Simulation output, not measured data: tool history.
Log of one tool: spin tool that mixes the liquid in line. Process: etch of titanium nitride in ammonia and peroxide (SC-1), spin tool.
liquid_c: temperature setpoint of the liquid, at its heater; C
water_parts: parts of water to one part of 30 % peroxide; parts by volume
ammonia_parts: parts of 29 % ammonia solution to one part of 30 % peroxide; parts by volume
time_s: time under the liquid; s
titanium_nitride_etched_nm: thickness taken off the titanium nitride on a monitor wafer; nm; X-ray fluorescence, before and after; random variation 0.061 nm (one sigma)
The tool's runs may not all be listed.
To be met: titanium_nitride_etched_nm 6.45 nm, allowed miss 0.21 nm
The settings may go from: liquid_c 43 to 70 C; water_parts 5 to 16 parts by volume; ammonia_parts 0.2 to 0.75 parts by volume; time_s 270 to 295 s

| run | hour | liquid_c | water_parts | ammonia_parts | time_s | titanium_nitride_etched_nm |
|---|---|---|---|---|---|---|
| 1 | 0 | 59 | 9 | 0.45 | 270 | 17.219 |
| 2 | 7.2 | 55 | 9 | 0.45 | 270 | 13.296 |
| 3 | 10.4 | 55 | 9 | 0.6 | 270 | 14.162 |
| 4 | 12.5 | 51.5 | 9 | 0.6 | 270 | 11.29 |
| 5 | 15.8 | 51.5 | 9 | 0.5 | 270 | 10.621 |
| 6 | 18.3 | 51.5 | 9 | 0.6 | 270 | 10.986 |
| 7 | 23.3 | 49.5 | 9 | 0.6 | 270 | 9.5356 |
| 8 | 27.5 | 48 | 9 | 0.6 | 270 | 8.6318 |
| 9 | 29.6 | 47 | 9 | 0.6 | 270 | 7.9974 |
| 10 | 32.7 | 46 | 9 | 0.6 | 270 | 7.5056 |
| 11 | 39.7 | 45.5 | 9 | 0.6 | 270 | 7.1886 |
| 12 | 43.7 | 45 | 9 | 0.6 | 270 | 7.0737 |
| 13 | 51.8 | 44.5 | 9 | 0.6 | 270 | 6.7978 |

Which of these 5 next moves meets every target?
| A | 59.9 | 47.5 | 12 | 0.5 | 270 | ? |
| B | 59.9 | 44.5 | 11 | 0.6 | 270 | ? |
| C | 59.9 | 46 | 13 | 0.65 | 295 | ? |
| D | 59.9 | 43.5 | 9.5 | 0.5 | 295 | ? |
| E | 59.9 | 43.5 | 8.5 | 0.7 | 275 | ? |

| move | titanium_nitride_etched_nm |
|---|---|
| A | 7.0199 |
| B | 6.1245 |
| C | 6.9177 |
| D | 6.5113 |
| E | 6.7933 |
A: further off than the last run
B: takes the result that was furthest off past its target
C: further off than the last run
D: meets every target
E: as far off as the last run
Move D is the one to make.

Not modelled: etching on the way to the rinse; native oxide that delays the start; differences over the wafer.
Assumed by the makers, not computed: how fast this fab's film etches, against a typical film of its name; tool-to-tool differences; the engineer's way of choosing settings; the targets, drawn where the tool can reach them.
